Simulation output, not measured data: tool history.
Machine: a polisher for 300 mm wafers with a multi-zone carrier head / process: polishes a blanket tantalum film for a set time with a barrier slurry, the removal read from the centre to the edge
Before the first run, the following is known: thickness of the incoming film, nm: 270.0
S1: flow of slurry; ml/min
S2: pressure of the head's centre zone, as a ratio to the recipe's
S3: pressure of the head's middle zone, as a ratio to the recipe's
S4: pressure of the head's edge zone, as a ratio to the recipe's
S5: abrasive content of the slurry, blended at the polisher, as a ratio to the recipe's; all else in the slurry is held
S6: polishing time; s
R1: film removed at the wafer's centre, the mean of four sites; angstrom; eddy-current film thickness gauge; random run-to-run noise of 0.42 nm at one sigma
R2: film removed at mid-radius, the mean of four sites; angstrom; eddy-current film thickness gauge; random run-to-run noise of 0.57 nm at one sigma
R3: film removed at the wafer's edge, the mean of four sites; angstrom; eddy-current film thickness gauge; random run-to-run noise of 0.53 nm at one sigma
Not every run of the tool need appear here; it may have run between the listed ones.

run  hour   S1    S2    S3    S4   S5  S6       R1       R2       R3
  1   0.0  215  1.00  1.00  1.00  1.0  53   829.86   840.45   823.19
  2   5.0  215  1.00  1.00  1.00  1.0  67  1058.50  1062.80  1034.50
  3   7.7  235  1.00  1.00  1.00  1.0  67  1062.10  1083.70  1049.70
  4  15.3  235  1.00  1.04  1.00  1.0  67  1060.10  1105.60  1060.80
  5  22.1  235  0.96  1.04  1.00  1.0  67  1023.20  1119.40  1049.50
  6  27.3  235  0.96  1.04  0.96  1.0  67  1044.80  1072.80  1012.40

What will run 7 give?
  7  29.2  230  0.94  1.01  0.96  0.9  60   ?   ?   ?

Logged for run 7: R1 854.30 angstrom, R2 913.62 angstrom, R3 874.96 angstrom.
